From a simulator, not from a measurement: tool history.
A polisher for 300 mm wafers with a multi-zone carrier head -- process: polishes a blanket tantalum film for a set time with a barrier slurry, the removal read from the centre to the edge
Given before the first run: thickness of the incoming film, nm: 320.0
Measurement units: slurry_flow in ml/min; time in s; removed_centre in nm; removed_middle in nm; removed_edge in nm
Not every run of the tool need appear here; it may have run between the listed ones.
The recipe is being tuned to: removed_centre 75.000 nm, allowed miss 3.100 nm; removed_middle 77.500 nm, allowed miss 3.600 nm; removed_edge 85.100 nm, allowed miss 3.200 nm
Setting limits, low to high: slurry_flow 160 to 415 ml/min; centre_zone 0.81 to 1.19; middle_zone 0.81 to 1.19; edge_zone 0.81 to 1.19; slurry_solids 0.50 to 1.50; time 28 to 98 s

run  hour  slurry_flow  centre_zone  middle_zone  edge_zone  slurry_solids  time  removed_centre  removed_middle  removed_edge
  1   0.0          265         1.00         1.00       1.00           1.00    63         105.270         104.350       106.390
  2   8.6          260         0.97         0.98       0.99           0.90    62          95.280          98.881        99.298
  3  10.0          255         0.96         0.95       0.99           0.85    61          89.863          94.811        95.760
  4  14.0          250         0.96         0.92       1.00           0.80    60          89.479          86.932        91.378
  5  19.8          245         0.94         0.90       1.00           0.80    60          85.453          84.396        91.564
  6  26.2          240         0.93         0.89       0.99           0.80    60          82.968          85.906        91.841
  7  31.1          235         0.92         0.85       0.99           0.55    58          67.033          65.549        73.219
  8  38.3          240         0.92         0.87       1.02           0.55    58          66.058          66.897        72.806
  9  38.8          240         0.91         0.87       1.06           0.80    61          83.016          83.006        96.232
 10  47.6          240         0.91         0.87       1.05           0.75    61          82.364          82.282        91.498

Pick the move, out of 5, that brings all results within their allowed miss; only one does.
  A  56.4          370         1.05         0.97       0.96           0.50    67               ?               ?             ?
  B  56.4          180         1.03         0.81       1.05           0.95    60               ?               ?             ?
  C  56.4          185         0.89         0.87       0.98           0.75    59               ?               ?             ?
  D  56.4          315         1.18         0.93       0.98           0.55    64               ?               ?             ?
  E  56.4          210         0.84         0.91       1.05           0.70    64               ?               ?             ?

move  removed_centre  removed_middle  removed_edge
   A          87.368          81.469        82.050
   B          96.664          80.747        97.436
   C          75.317          76.908        85.830
   D          97.957          78.681        82.699
   E          75.720          84.698        93.135
A: moves away from the targets compared with the last run
B: moves away from the targets compared with the last run
C: in spec on every target
D: moves away from the targets compared with the last run
E: meets the target for the result that was furthest off, but another lies outside its allowed miss
C meets every target.
